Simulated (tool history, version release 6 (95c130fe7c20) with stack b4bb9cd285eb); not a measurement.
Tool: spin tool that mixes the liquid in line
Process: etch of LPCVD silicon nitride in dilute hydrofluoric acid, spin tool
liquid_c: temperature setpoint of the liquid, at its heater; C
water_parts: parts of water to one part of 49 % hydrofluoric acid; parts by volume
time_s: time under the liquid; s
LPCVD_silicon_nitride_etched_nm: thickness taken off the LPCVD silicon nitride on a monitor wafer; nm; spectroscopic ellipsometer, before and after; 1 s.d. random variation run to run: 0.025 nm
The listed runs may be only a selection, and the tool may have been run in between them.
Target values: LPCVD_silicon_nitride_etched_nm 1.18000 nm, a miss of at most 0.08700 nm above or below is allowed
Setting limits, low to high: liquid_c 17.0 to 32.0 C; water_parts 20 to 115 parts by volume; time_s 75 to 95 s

run  hour  liquid_c  water_parts  time_s  LPCVD_silicon_nitride_etched_nm
  1   0.0      24.0           65      95                          0.71512
  2   5.4      24.0           65      75                          0.58602
  3  13.2      26.0           60      75                          0.72558
  4  14.4      27.5           55      75                          0.87314
  5  19.8      28.5           55      75                          0.90515
  6  25.7      29.0           55      75                          0.93359
  7  29.9      29.5           55      75                          0.97603
  8  31.6      30.0           55      75                          1.00660
  9  32.5      30.5           55      75                          1.03630
 10  34.6      31.0           55      75                          1.07320

Which of these 4 next moves meets every target?
  A  36.7      31.5           65      75                                ?
  B  36.7      31.5           65      95                                ?
  C  36.7      30.0           55      75                                ?
  D  36.7      29.5           60      80                                ?

move  LPCVD_silicon_nitride_etched_nm
   A                          0.95764
   B                          1.21300
   C                          1.02780
   D                          0.97375
A: further off than the last run
B: all results land within tolerance of their targets
C: further off than the last run
D: further off than the last run
The move that meets every target is B.
